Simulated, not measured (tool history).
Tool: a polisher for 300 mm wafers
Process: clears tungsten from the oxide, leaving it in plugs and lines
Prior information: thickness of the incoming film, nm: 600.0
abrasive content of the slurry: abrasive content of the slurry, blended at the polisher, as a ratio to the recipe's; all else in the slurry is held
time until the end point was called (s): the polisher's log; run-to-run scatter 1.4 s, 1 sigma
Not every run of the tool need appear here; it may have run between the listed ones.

| run | hour | flow of slurry (ml/min) | pressure of the wafer on the pad (psi) | speed of the pad under the wafer (cm/s) | abrasive content of the slurry | overpolish time after the end point (s) | time until the end point was called (s) |
|---|---|---|---|---|---|---|---|
| 1 | 0.0 | 250 | 3.3 | 110 | 1.0 | 8 | 115.50 |
| 2 | 1.8 | 245 | 2.9 | 110 | 1.0 | 8 | 131.13 |
| 3 | 10.2 | 220 | 2.9 | 110 | 1.0 | 8 | 131.26 |
| 4 | 18.4 | 220 | 3.6 | 110 | 1.0 | 8 | 105.86 |
| 5 | 20.7 | 220 | 3.1 | 110 | 1.0 | 8 | 123.87 |
| 6 | 28.9 | 220 | 3.1 | 110 | 0.9 | 8 | 128.87 |
| 7 | 32.6 | 220 | 2.8 | 110 | 0.9 | 8 | 140.92 |
| 8 | 39.9 | 220 | 2.6 | 110 | 0.9 | 8 | 151.31 |
| 9 | 43.2 | 220 | 2.5 | 110 | 0.9 | 8 | 157.58 |

For run 10, what comes out?
| 10 | 47.5 | 220 | 2.4 | 110 | 0.9 | 8 | ? |

time until the end point was called (s): 161.64

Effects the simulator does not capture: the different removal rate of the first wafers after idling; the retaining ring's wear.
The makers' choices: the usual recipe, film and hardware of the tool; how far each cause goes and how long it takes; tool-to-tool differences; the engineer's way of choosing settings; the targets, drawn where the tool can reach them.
